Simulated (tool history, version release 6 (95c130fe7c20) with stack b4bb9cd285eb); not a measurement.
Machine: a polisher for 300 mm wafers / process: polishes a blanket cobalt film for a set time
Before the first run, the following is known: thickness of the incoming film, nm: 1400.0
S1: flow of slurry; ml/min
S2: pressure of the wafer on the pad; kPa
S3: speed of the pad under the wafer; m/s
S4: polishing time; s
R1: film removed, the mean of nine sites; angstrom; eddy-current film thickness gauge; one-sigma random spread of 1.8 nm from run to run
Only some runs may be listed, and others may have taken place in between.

run,day,S1,S2,S3,S4,R1
1,0,250,12.4,0.9,65,2799.3
2,0.271,250,14.5,0.9,65,3171.8
3,0.404,250,14.5,1.08,65,3723.4
4,0.458,250,14.5,1.22,65,4197.7
5,0.708,245,11.7,1.14,65,3327.1
6,0.846,240,9.7,1.06,65,2706.1

What does the tool deliver on the next run?
7,1.217,240,8.3,1.02,65,?

For run 7 the tool returned R1 2313.4 angstrom.
